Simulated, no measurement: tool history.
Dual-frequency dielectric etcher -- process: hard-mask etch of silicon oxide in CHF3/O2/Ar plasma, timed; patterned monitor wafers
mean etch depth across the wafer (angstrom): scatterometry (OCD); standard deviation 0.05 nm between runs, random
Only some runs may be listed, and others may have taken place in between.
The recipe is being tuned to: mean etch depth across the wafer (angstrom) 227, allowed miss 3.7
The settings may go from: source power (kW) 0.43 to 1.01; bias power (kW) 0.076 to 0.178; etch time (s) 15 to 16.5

run,hour,source power (kW),bias power (kW),etch time (s),mean etch depth across the wafer (angstrom)
1,0,0.72,0.127,16.5,316.61
2,6.2,0.68,0.119,16.5,300.88
3,11.3,0.68,0.103,16.5,286.24
4,13.7,0.64,0.099,16.5,273.93
5,22,0.64,0.115,16.5,290.78
6,30.2,0.64,0.124,16.5,297.96
7,35.8,0.61,0.117,16.5,285.96
8,44.1,0.58,0.111,16.5,274.34
9,46.9,0.56,0.107,16.5,266.4
10,52.9,0.54,0.104,16.5,259
11,54.2,0.52,0.102,16.5,253.54
12,55.7,0.51,0.1,16.5,248.2
13,59.3,0.5,0.099,16.5,245.95
14,61.3,0.49,0.098,16.5,243.1
15,69.7,0.48,0.097,16.5,238.53
16,71,0.47,0.097,16.5,237.58
17,74.8,0.46,0.096,16.5,234.29

Consider the 5 candidate settings below. Which is the only one whose results all fall within their allowed miss of target?
A,78.6,0.46,0.098,16.5,?
B,78.6,0.43,0.095,16,?
C,78.6,0.45,0.116,16.5,?
D,78.6,0.47,0.086,16.5,?
E,78.6,0.43,0.108,16.5,?

move,mean etch depth across the wafer (angstrom)
A,236.09
B,219.41
C,249.44
D,226.82
E,237.75
A: moves away from the targets compared with the last run
B: moves the result that the last run missed by most past its target, out the other side
C: moves away from the targets compared with the last run
D: in spec on every target
E: moves away from the targets compared with the last run
D meets every target.
